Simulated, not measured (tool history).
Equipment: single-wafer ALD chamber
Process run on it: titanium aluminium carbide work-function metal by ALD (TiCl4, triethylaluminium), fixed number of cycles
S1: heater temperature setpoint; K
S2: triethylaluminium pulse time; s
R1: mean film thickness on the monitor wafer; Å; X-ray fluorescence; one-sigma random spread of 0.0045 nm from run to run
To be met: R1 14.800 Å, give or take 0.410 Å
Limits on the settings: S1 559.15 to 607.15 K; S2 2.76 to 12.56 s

run  hour      S1    S2      R1
  1   0.0  583.15  7.66  19.584
  2   3.6  576.15  6.29  17.682
  3  12.0  572.15  5.66  16.826
  4  13.5  572.15  7.47  18.521
  5  19.1  568.15  7.47  18.126
  6  25.2  566.15  6.50  17.178
  7  31.6  564.15  5.77  16.323
  8  35.1  563.15  5.33  15.713
  9  38.5  563.15  5.33  15.710
 10  42.8  559.15  3.48  11.394
 11  47.0  567.15  3.68  12.339

Exactly one of the 4 candidate moves below puts every result within its allowed miss. Which one?
  A  51.2  563.15  4.20   ?
  B  51.2  563.15  5.51   ?
  C  51.2  565.15  4.74   ?
  D  51.2  564.15  4.29   ?

move      R1
   A  13.547
   B  15.903
   C  14.800
   D  13.812
A: moves toward the targets from the last run without getting all of them in spec
B: the result that was furthest off in the last run now lies on the other side of its target
C: every result lands within tolerance
D: moves toward the targets from the last run without getting all of them in spec
Correct choice: C, which meets every target
